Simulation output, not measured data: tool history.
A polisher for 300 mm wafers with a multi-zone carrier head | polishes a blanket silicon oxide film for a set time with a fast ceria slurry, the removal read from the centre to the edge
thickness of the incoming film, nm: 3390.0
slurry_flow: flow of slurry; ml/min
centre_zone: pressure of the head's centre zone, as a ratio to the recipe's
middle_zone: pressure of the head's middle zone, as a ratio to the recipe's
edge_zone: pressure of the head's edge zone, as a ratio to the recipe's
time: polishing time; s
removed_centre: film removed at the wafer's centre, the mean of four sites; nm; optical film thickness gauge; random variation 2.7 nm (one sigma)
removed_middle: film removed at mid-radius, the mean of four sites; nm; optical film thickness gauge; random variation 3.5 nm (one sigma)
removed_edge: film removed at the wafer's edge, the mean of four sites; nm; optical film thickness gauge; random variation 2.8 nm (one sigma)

run,hour,slurry_flow,centre_zone,middle_zone,edge_zone,time,removed_centre,removed_middle,removed_edge
1,0,160,1,1,1,50,414.57,406.39,409.45
2,2.1,160,1.07,1,1,50,436.52,401.07,412.58
3,5.9,145,1.05,0.99,0.96,49,408.76,382.82,390.31
4,13.8,170,1.05,0.99,0.96,49,427.39,396.02,395.01
5,16.1,170,1.05,0.99,1.02,49,423.97,393,408.37
6,21.5,170,1.08,0.99,1.02,49,432,385.38,405.69
7,24.3,155,1.06,0.98,0.98,48,411.87,377.21,384.7
8,27,140,1.05,0.97,0.96,48,399.94,374.94,379.84
9,32.9,130,1.05,0.96,0.94,48,395.95,362.21,368.13
10,33.9,125,1.04,0.96,0.93,48,386.83,359.69,371.82

Forecast run 11:
11,41.8,120,1.04,0.96,0.91,48,?,?,?

Run 11 gave removed_centre 383.37 nm, removed_middle 358.8 nm, removed_edge 356.06 nm.
